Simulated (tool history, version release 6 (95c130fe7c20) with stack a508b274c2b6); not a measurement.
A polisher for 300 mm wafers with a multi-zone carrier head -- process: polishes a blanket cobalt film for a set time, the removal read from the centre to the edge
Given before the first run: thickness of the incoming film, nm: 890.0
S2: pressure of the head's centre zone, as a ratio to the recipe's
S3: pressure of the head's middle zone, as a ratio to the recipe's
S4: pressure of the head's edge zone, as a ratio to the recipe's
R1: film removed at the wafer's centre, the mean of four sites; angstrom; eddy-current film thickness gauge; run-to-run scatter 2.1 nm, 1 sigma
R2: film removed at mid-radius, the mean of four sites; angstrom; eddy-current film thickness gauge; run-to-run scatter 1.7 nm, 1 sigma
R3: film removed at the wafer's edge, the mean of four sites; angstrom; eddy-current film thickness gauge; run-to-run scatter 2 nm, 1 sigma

Run 1, day 0.000: flow of slurry (ml/min) 180, S2 1.00, S3 1.00, S4 1.00, polishing time (s) 43. Result: R1 1712.8 angstrom, R2 1654.1 angstrom, R3 1587.8 angstrom.
Run 2, day 0.162: flow of slurry (ml/min) 180, S2 1.00, S3 0.94, S4 1.00, polishing time (s) 43. Result: R1 1709.2 angstrom, R2 1550.5 angstrom, R3 1617.5 angstrom.
Run 3, day 0.304: flow of slurry (ml/min) 180, S2 1.00, S3 1.01, S4 1.00, polishing time (s) 43. Result: R1 1654.0 angstrom, R2 1624.7 angstrom, R3 1629.9 angstrom.
Run 4, day 0.388: flow of slurry (ml/min) 190, S2 1.01, S3 1.01, S4 1.04, polishing time (s) 44. Result: R1 1758.8 angstrom, R2 1686.4 angstrom, R3 1668.3 angstrom.
At day 0.438: centre zone pressure recalibrated.
Run 5, day 0.438: flow of slurry (ml/min) 190, S2 0.94, S3 1.01, S4 1.04, polishing time (s) 44. Result: R1 1569.9 angstrom, R2 1701.9 angstrom, R3 1665.3 angstrom.
Run 6, day 0.754: flow of slurry (ml/min) 190, S2 0.94, S3 1.01, S4 1.04, polishing time (s) 50. Result: R1 1741.3 angstrom, R2 1885.4 angstrom, R3 1915.1 angstrom.
Run 7, day 0.867: flow of slurry (ml/min) 190, S2 0.95, S3 1.00, S4 1.05, polishing time (s) 50. Result: R1 1763.1 angstrom, R2 1875.7 angstrom, R3 1928.0 angstrom.
Run 8, day 1.112: flow of slurry (ml/min) 190, S2 0.96, S3 0.99, S4 1.05, polishing time (s) 50. Result: R1 1820.8 angstrom, R2 1863.2 angstrom, R3 1938.2 angstrom.

Run 9, settings as shown, results not yet in. Your forecast:
Run 9, day 1.188: flow of slurry (ml/min) 190, S2 0.97, S3 0.98, S4 1.05, polishing time (s) 50. Result: R1 ?, R2 ?, R3 ?.

Run 9 measured R1 1781.6 angstrom, R2 1847.8 angstrom, R3 1955.9 angstrom.

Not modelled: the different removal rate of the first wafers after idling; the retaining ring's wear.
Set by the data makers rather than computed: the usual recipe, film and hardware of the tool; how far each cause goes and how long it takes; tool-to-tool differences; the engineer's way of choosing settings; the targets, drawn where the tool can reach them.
